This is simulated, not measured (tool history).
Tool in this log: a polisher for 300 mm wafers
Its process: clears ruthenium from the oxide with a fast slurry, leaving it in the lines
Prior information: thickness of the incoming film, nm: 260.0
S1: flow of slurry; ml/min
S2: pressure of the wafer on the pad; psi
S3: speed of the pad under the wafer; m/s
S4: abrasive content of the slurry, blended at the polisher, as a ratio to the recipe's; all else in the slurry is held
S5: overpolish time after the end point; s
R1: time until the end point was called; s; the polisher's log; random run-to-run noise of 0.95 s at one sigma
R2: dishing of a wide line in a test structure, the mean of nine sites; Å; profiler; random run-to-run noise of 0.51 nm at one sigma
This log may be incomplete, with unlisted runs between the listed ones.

run 1 day=0.000 | S1=265 S2=3.4 S3=0.90 S4=1.0 S5=11 | R1=53.739 R2=367.16
run 2 day=0.092 | S1=265 S2=3.4 S3=0.90 S4=0.8 S5=11 | R1=60.387 R2=341.68
run 3 day=0.238 | S1=265 S2=2.6 S3=0.90 S4=0.8 S5=11 | R1=75.986 R2=275.66
run 4 day=0.488 | S1=265 S2=2.6 S3=0.90 S4=0.6 S5=11 | R1=94.669 R2=233.50
run 5 day=0.642 | S1=265 S2=3.1 S3=0.92 S4=0.6 S5=10 | R1=80.695 R2=252.50
run 6 day=1.008 | S1=265 S2=3.4 S3=0.94 S4=0.6 S5=9 | R1=72.244 R2=252.96
run 7 day=1.325 | S1=265 S2=3.6 S3=0.94 S4=0.6 S5=9 | R1=71.154 R2=267.37

Run 8 is up next; what results do you expect?
run 8 day=1.625 | S1=265 S2=3.8 S3=0.96 S4=0.6 S5=8 | R1=? R2=?

{"run 8": {"R1": 63.899, "R2": 252.13}}
